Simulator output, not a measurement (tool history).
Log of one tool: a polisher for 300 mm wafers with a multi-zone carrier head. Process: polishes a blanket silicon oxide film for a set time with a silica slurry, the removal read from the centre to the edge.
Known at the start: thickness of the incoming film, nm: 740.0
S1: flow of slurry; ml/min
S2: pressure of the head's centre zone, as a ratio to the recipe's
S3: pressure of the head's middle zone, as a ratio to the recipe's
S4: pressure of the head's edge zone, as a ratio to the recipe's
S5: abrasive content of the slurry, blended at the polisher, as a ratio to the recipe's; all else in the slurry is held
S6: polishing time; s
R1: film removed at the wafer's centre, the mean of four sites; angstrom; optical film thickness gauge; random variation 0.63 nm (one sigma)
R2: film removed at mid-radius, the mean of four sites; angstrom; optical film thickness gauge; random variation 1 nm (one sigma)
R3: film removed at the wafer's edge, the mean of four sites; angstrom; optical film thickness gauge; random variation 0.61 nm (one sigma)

Run 1, hour 0.0: S1 235 ml/min, S2 1.00, S3 1.00, S4 1.00, S5 1.0, S6 59 s. Result: R1 2178.20 angstrom, R2 2202.20 angstrom, R3 2102.60 angstrom.
Run 2, hour 2.3: S1 235 ml/min, S2 1.00, S3 0.92, S4 1.00, S5 1.0, S6 59 s. Result: R1 2170.40 angstrom, R2 2113.50 angstrom, R3 2100.40 angstrom.
Run 3, hour 3.2: S1 215 ml/min, S2 0.96, S3 0.91, S4 0.96, S5 0.9, S6 52 s. Result: R1 1709.00 angstrom, R2 1722.60 angstrom, R3 1718.30 angstrom.
Run 4, hour 6.0: S1 175 ml/min, S2 0.96, S3 0.91, S4 0.96, S5 0.9, S6 52 s. Result: R1 1678.10 angstrom, R2 1652.40 angstrom, R3 1701.60 angstrom.
Run 5, hour 12.0: S1 170 ml/min, S2 0.93, S3 0.93, S4 0.93, S5 0.8, S6 47 s. Result: R1 1371.70 angstrom, R2 1448.00 angstrom, R3 1432.30 angstrom.
Run 6, hour 15.3: S1 170 ml/min, S2 0.93, S3 0.93, S4 0.93, S5 0.6, S6 47 s. Result: R1 1123.80 angstrom, R2 1214.00 angstrom, R3 1180.10 angstrom.
Run 7, hour 17.0: S1 175 ml/min, S2 0.92, S3 0.94, S4 0.92, S5 0.6, S6 43 s. Result: R1 1036.00 angstrom, R2 1098.80 angstrom, R3 1076.70 angstrom.
Run 8, hour 24.2: S1 175 ml/min, S2 0.90, S3 0.97, S4 0.90, S5 0.6, S6 41 s. Result: R1 963.85 angstrom, R2 1067.20 angstrom, R3 1016.00 angstrom.
Run 9, hour 30.1: S1 175 ml/min, S2 0.90, S3 0.97, S4 0.90, S5 0.6, S6 41 s. Result: R1 976.52 angstrom, R2 1086.90 angstrom, R3 1017.00 angstrom.
Run 10, hour 36.8: S1 175 ml/min, S2 0.88, S3 0.98, S4 0.89, S5 0.6, S6 40 s. Result: R1 907.76 angstrom, R2 1076.30 angstrom, R3 991.26 angstrom.
Run 11, hour 44.6: S1 175 ml/min, S2 0.87, S3 0.98, S4 0.88, S5 0.6, S6 39 s. Result: R1 880.15 angstrom, R2 1045.30 angstrom, R3 959.51 angstrom.
Run 12, hour 48.9: S1 165 ml/min, S2 0.82, S3 1.00, S4 0.81, S5 0.5, S6 32 s. Result: R1 595.33 angstrom, R2 736.98 angstrom, R3 666.87 angstrom.
Run 13, hour 57.8: S1 195 ml/min, S2 0.82, S3 1.00, S4 0.82, S5 0.5, S6 32 s. Result: R1 600.98 angstrom, R2 747.05 angstrom, R3 675.98 angstrom.

The next listed run, before its measurement:
Run 14, hour 58.5: S1 195 ml/min, S2 0.83, S3 1.01, S4 0.84, S5 0.5, S6 32 s. Result: R1 ?, R2 ?, R3 ?.

Run 14 gave R1 621.29 angstrom, R2 770.39 angstrom, R3 684.60 angstrom.

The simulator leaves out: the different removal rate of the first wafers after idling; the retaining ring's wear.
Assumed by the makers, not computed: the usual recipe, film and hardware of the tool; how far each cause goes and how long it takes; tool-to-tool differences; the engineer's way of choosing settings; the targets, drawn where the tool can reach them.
